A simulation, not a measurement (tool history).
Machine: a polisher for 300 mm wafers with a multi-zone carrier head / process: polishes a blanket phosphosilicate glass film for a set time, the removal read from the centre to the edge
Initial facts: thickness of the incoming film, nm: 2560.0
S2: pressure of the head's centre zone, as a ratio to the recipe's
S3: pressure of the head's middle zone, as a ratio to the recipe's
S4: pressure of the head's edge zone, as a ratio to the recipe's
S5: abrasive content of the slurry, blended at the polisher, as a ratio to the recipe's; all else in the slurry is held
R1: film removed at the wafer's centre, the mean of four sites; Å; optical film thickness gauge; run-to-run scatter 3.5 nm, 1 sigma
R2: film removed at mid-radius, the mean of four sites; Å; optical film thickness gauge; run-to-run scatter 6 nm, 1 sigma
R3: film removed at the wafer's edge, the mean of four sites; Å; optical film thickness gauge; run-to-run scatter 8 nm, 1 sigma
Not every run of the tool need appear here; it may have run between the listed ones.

Run 1, hour 0: flow of slurry (ml/min) 310, S2 1, S3 1, S4 1, S5 1, polishing time (s) 65. Result: R1 6697.2 Å, R2 6653.7 Å, R3 6783.8 Å.
Run 2, hour 0.6: flow of slurry (ml/min) 305, S2 0.99, S3 0.98, S4 0.98, S5 1, polishing time (s) 65. Result: R1 6619.6 Å, R2 6510.9 Å, R3 6778.3 Å.
Run 3, hour 5: flow of slurry (ml/min) 305, S2 0.99, S3 0.98, S4 0.98, S5 1.2, polishing time (s) 65. Result: R1 7121.8 Å, R2 6935.6 Å, R3 7404.3 Å.
Run 4, hour 5.6: flow of slurry (ml/min) 305, S2 1.08, S3 0.98, S4 0.98, S5 1.2, polishing time (s) 65. Result: R1 7689.1 Å, R2 6861.4 Å, R3 7327.7 Å.
Run 5, hour 9: flow of slurry (ml/min) 305, S2 1.05, S3 0.97, S4 0.97, S5 1.15, polishing time (s) 65. Result: R1 7404.2 Å, R2 6737.6 Å, R3 7281.2 Å.
Run 6, hour 15.7: flow of slurry (ml/min) 305, S2 1.04, S3 0.96, S4 0.97, S5 1.05, polishing time (s) 65. Result: R1 7069.8 Å, R2 6602 Å, R3 6703.8 Å.
Run 7, hour 19.7: flow of slurry (ml/min) 305, S2 1.04, S3 0.96, S4 0.97, S5 1.05, polishing time (s) 65. Result: R1 7125.3 Å, R2 6617.9 Å, R3 6908.5 Å.
Run 8, hour 22.2: flow of slurry (ml/min) 300, S2 1.02, S3 0.94, S4 0.97, S5 1, polishing time (s) 65. Result: R1 6804.5 Å, R2 6356.5 Å, R3 6566.8 Å.
Run 9, hour 24.7: flow of slurry (ml/min) 300, S2 1.02, S3 0.94, S4 0.97, S5 1, polishing time (s) 65. Result: R1 6805.9 Å, R2 6342.4 Å, R3 6754.7 Å.

The next listed run, before its measurement:
Run 10, hour 32.2: flow of slurry (ml/min) 295, S2 1.01, S3 0.93, S4 0.96, S5 0.95, polishing time (s) 65. Result: R1 ?, R2 ?, R3 ?.

Run 10 yielded R1 6600.6 Å, R2 6206.7 Å, R3 6431.5 Å.
